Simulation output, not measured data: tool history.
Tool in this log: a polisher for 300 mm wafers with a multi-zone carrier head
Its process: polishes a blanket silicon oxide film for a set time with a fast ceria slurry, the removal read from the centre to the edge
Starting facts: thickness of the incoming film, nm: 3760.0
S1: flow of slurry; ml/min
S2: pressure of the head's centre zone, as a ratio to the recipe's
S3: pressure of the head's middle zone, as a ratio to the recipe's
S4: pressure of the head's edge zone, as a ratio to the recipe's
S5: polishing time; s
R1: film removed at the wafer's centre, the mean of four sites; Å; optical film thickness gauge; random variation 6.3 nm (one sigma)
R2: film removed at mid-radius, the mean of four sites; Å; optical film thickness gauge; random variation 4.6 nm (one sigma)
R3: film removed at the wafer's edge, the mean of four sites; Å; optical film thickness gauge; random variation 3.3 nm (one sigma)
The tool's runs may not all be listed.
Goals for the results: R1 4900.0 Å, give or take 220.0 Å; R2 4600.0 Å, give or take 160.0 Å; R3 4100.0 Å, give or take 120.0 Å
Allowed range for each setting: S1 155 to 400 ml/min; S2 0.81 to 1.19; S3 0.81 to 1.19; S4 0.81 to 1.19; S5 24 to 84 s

| run | day | S1 | S2 | S3 | S4 | S5 | R1 | R2 | R3 |
|---|---|---|---|---|---|---|---|---|---|
| 1 | 0.000 | 255 | 1.00 | 1.00 | 1.00 | 54 | 6868.8 | 6573.4 | 6655.1 |
| 2 | 0.150 | 255 | 1.01 | 1.00 | 0.98 | 52 | 6466.8 | 6365.9 | 6364.6 |
| 3 | 0.375 | 265 | 1.03 | 1.00 | 0.96 | 50 | 6363.8 | 6218.6 | 6165.2 |
| 4 | 0.704 | 255 | 1.05 | 1.00 | 0.95 | 48 | 6374.9 | 5919.8 | 5832.0 |
| 5 | 0.983 | 250 | 1.05 | 1.00 | 0.94 | 47 | 6299.7 | 5789.8 | 5679.1 |
| 6 | 1.188 | 195 | 1.05 | 1.00 | 0.94 | 47 | 5943.3 | 5649.8 | 5594.3 |
| 7 | 1.342 | 195 | 1.05 | 1.00 | 0.94 | 47 | 6079.4 | 5563.1 | 5643.8 |
| 8 | 1.479 | 220 | 1.10 | 1.10 | 0.84 | 32 | 4377.2 | 4229.7 | 3685.3 |
| 9 | 1.662 | 225 | 1.10 | 1.10 | 0.85 | 32 | 4384.2 | 4259.9 | 3748.0 |
| 10 | 1.688 | 230 | 1.11 | 1.10 | 0.86 | 32 | 4330.0 | 4210.4 | 3744.6 |

4 candidate next runs follow, results not yet known. Just one meets every target within its allowed miss. Identify it.
| A | 1.712 | 155 | 1.12 | 0.94 | 1.00 | 37 | ? | ? | ? |
| B | 1.712 | 215 | 1.06 | 1.05 | 1.13 | 34 | ? | ? | ? |
| C | 1.712 | 175 | 1.16 | 1.00 | 0.89 | 35 | ? | ? | ? |
| D | 1.712 | 230 | 1.13 | 1.09 | 0.86 | 35 | ? | ? | ? |

| move | R1 | R2 | R3 |
|---|---|---|---|
| A | 4850.8 | 4117.8 | 4415.8 |
| B | 4408.2 | 4319.0 | 4364.4 |
| C | 4837.9 | 4165.6 | 4052.6 |
| D | 4879.5 | 4622.4 | 4093.8 |
A: takes the result that was furthest off past its target
B: takes the result that was furthest off past its target
C: corrects the largest miss of the last run, while another result sits out of spec
D: each result inside its tolerance
Correct choice: D, which meets every target
